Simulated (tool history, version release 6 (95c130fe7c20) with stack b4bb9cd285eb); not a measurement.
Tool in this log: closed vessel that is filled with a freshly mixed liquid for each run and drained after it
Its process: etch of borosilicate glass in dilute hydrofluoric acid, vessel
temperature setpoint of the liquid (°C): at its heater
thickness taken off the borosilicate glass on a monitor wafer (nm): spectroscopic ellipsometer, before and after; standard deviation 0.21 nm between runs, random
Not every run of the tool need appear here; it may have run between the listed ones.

run  hour  temperature setpoint of the liquid (°C)  parts of water to one part of 49 % hydrofluoric acid (parts by volume)  time in the liquid (s)  thickness taken off the borosilicate glass on a monitor wafer (nm)
  1   0.0                                     26.0                                                                     185                     300                                                              74.487
  2   4.2                                     22.5                                                                     185                     300                                                              65.660
  3   5.8                                     21.5                                                                     195                     300                                                              59.908
  4  11.9                                     21.5                                                                     230                     300                                                              48.725
  5  18.8                                     21.5                                                                     295                     300                                                              35.876
  6  25.5                                     19.0                                                                     295                     300                                                              32.704

Predict the results of run 7:
  7  33.1                                     20.5                                                                     295                     300                                                                   ?

thickness taken off the borosilicate glass on a monitor wafer (nm): 34.335
